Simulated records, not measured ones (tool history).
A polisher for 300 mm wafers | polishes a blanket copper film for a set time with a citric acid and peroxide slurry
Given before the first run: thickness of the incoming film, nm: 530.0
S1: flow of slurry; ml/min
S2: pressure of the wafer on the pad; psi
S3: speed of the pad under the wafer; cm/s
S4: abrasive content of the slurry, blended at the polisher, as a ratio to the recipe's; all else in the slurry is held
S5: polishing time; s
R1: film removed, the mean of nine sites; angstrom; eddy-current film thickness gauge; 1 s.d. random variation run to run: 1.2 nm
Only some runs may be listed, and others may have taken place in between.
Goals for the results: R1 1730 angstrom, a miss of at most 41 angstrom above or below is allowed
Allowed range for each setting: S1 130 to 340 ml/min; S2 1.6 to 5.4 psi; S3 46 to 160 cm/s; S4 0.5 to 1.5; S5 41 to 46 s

Run 1, hour 0: S1 220 ml/min, S2 3.5 psi, S3 102 cm/s, S4 1, S5 46 s. Result: R1 1105.2 angstrom.
Run 2, hour 8.9: S1 190 ml/min, S2 3.5 psi, S3 102 cm/s, S4 1, S5 46 s. Result: R1 1084.7 angstrom.
Run 3, hour 17: S1 190 ml/min, S2 3.5 psi, S3 126 cm/s, S4 1, S5 46 s. Result: R1 1346.9 angstrom.
Run 4, hour 25.8: S1 205 ml/min, S2 3.7 psi, S3 126 cm/s, S4 1, S5 46 s. Result: R1 1421.5 angstrom.
Run 5, hour 30.4: S1 205 ml/min, S2 3.7 psi, S3 126 cm/s, S4 1.2, S5 46 s. Result: R1 1482.1 angstrom.
Run 6, hour 35.3: S1 205 ml/min, S2 3.7 psi, S3 112 cm/s, S4 1.2, S5 46 s. Result: R1 1323.4 angstrom.
Run 7, hour 37.1: S1 210 ml/min, S2 4 psi, S3 112 cm/s, S4 1.2, S5 46 s. Result: R1 1434.2 angstrom.
Run 8, hour 41.6: S1 215 ml/min, S2 4.2 psi, S3 112 cm/s, S4 1.2, S5 46 s. Result: R1 1518.3 angstrom.

Which single option among these 5 for the next run brings every result within its allowed miss of target? Just one does.
Run A, hour 46.1: S1 160 ml/min, S2 4.5 psi, S3 118 cm/s, S4 1.25, S5 46 s. Result: R1 ?.
Run B, hour 46.1: S1 130 ml/min, S2 4.4 psi, S3 114 cm/s, S4 1.2, S5 41 s. Result: R1 ?.
Run C, hour 46.1: S1 215 ml/min, S2 3.9 psi, S3 106 cm/s, S4 1.25, S5 43 s. Result: R1 ?.
Run D, hour 46.1: S1 220 ml/min, S2 4.1 psi, S3 122 cm/s, S4 1.3, S5 46 s. Result: R1 ?.
Run E, hour 46.1: S1 240 ml/min, S2 4 psi, S3 138 cm/s, S4 1.05, S5 46 s. Result: R1 ?.

move      R1
   A  1655.9
   B  1349.3
   C  1249.7
   D  1629.7
   E  1713.4
A: closer than the last run, but not yet in spec
B: the biggest miss grows against the last run
C: the biggest miss grows against the last run
D: closer than the last run, but not yet in spec
E: all results land within tolerance of their targets
So the answer is move E, the one that meets all the targets.
